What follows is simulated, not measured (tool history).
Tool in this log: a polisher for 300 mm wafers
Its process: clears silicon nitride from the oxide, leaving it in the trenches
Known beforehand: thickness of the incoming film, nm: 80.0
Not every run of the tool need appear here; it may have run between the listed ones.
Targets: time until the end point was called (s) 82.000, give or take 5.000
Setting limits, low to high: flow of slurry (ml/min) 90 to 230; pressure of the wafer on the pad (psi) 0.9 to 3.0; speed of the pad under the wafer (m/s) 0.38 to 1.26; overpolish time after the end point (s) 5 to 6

run,hour,flow of slurry (ml/min),pressure of the wafer on the pad (psi),speed of the pad under the wafer (m/s),overpolish time after the end point (s),time until the end point was called (s)
1,0.0,150,1.9,0.82,6,133.120
2,4.0,150,2.0,0.82,6,130.510
3,5.3,150,2.0,0.70,6,155.560
4,5.9,150,2.1,0.72,6,138.030
5,7.7,150,2.1,0.54,6,186.980
6,11.6,150,2.2,0.56,6,170.480
7,12.2,150,2.3,0.58,6,157.410
8,14.2,150,2.4,0.60,6,146.300
9,18.4,150,2.5,0.62,6,134.000

Which one of the following 5 next-run settings gets every result inside its allowed miss? There is exactly one.
A,22.6,160,2.6,0.80,6,?
B,22.6,175,2.9,0.62,6,?
C,22.6,180,2.5,0.90,6,?
D,22.6,160,3.0,1.16,6,?
E,22.6,140,2.8,0.94,6,?

move,time until the end point was called (s)
A,99.081
B,112.220
C,90.111
D,59.968
E,80.723
A: better than the last run, though not everything is in spec
B: better than the last run, though not everything is in spec
C: better than the last run, though not everything is in spec
D: pushes the last run's worst result past its target
E: all results in spec
Correct choice: E, which meets every target

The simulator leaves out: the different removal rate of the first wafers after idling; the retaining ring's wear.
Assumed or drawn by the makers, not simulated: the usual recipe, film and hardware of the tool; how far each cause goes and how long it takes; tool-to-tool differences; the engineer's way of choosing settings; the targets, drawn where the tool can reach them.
